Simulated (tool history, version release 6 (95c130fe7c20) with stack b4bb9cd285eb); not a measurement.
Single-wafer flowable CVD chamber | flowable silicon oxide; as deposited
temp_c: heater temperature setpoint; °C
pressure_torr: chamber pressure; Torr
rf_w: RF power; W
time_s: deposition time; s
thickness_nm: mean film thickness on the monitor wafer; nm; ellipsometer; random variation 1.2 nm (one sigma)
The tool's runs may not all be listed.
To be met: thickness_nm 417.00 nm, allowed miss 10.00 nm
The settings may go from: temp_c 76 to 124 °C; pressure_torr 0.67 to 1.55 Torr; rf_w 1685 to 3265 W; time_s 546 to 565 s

Run 1, hour 0.0: temp_c 100 °C, pressure_torr 1.11 Torr, rf_w 2475 W, time_s 546 s. Result: thickness_nm 472.32 nm.
Run 2, hour 3.5: temp_c 94 °C, pressure_torr 1.11 Torr, rf_w 2475 W, time_s 546 s. Result: thickness_nm 566.49 nm.
Run 3, hour 4.3: temp_c 94 °C, pressure_torr 1.11 Torr, rf_w 2190 W, time_s 546 s. Result: thickness_nm 557.48 nm.
Run 4, hour 6.6: temp_c 97 °C, pressure_torr 1.11 Torr, rf_w 2190 W, time_s 546 s. Result: thickness_nm 506.70 nm.
Run 5, hour 15.4: temp_c 97 °C, pressure_torr 1.11 Torr, rf_w 1905 W, time_s 546 s. Result: thickness_nm 498.84 nm.
Run 6, hour 21.2: temp_c 97 °C, pressure_torr 1.11 Torr, rf_w 1685 W, time_s 546 s. Result: thickness_nm 485.53 nm.
Run 7, hour 28.4: temp_c 99 °C, pressure_torr 1.11 Torr, rf_w 1685 W, time_s 546 s. Result: thickness_nm 455.07 nm.
Run 8, hour 29.6: temp_c 100 °C, pressure_torr 1.11 Torr, rf_w 1685 W, time_s 546 s. Result: thickness_nm 444.80 nm.
Run 9, hour 32.2: temp_c 101 °C, pressure_torr 1.11 Torr, rf_w 1685 W, time_s 546 s. Result: thickness_nm 428.83 nm.

4 next moves are on the table. One of them brings every result within its allowed miss. Which?
Run A, hour 34.8: temp_c 99 °C, pressure_torr 1.04 Torr, rf_w 1685 W, time_s 551 s. Result: thickness_nm ?.
Run B, hour 34.8: temp_c 96 °C, pressure_torr 0.96 Torr, rf_w 1685 W, time_s 559 s. Result: thickness_nm ?.
Run C, hour 34.8: temp_c 104 °C, pressure_torr 1.13 Torr, rf_w 1820 W, time_s 565 s. Result: thickness_nm ?.
Run D, hour 34.8: temp_c 97 °C, pressure_torr 0.97 Torr, rf_w 1905 W, time_s 548 s. Result: thickness_nm ?.

move  thickness_nm
   A        434.09
   B        449.70
   C        413.32
   D        441.19
A: further off than the last run
B: further off than the last run
C: meets every target
D: further off than the last run
The right move is C.
